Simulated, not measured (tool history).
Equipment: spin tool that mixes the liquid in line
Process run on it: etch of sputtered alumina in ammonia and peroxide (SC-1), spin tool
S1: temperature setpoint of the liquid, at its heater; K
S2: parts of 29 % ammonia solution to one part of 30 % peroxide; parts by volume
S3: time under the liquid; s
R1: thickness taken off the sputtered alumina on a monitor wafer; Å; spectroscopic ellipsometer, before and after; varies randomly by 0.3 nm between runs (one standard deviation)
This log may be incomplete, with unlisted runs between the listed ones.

run 1 hour=0 | S1=324.15 S2=0.7 S3=255 | R1=237.42
run 2 hour=7.4 | S1=324.15 S2=0.7 S3=270 | R1=246.72
run 3 hour=10.4 | S1=325.15 S2=0.7 S3=270 | R1=264.63
run 4 hour=12.5 | S1=326.15 S2=0.7 S3=270 | R1=276.2
run 5 hour=20.2 | S1=326.15 S2=0.7 S3=270 | R1=278.06
run 6 hour=23.4 | S1=327.15 S2=0.7 S3=270 | R1=293
run 7 hour=29.1 | S1=328.15 S2=0.7 S3=270 | R1=305.71
run 8 hour=34.1 | S1=328.65 S2=0.7 S3=270 | R1=317.29
run 9 hour=37.4 | S1=329.15 S2=0.7 S3=270 | R1=325.38
run 10 hour=40.1 | S1=329.15 S2=0.7 S3=270 | R1=321.72
run 11 hour=45 | S1=329.65 S2=0.7 S3=270 | R1=332.03
run 12 hour=48.9 | S1=330.15 S2=0.7 S3=270 | R1=342.88
run 13 hour=54.7 | S1=330.65 S2=0.7 S3=270 | R1=356.78

Run 14, settings as shown, results not yet in. Your forecast:
run 14 hour=60.7 | S1=331.65 S2=0.7 S3=270 | R1=?

R1: 368.4 Å

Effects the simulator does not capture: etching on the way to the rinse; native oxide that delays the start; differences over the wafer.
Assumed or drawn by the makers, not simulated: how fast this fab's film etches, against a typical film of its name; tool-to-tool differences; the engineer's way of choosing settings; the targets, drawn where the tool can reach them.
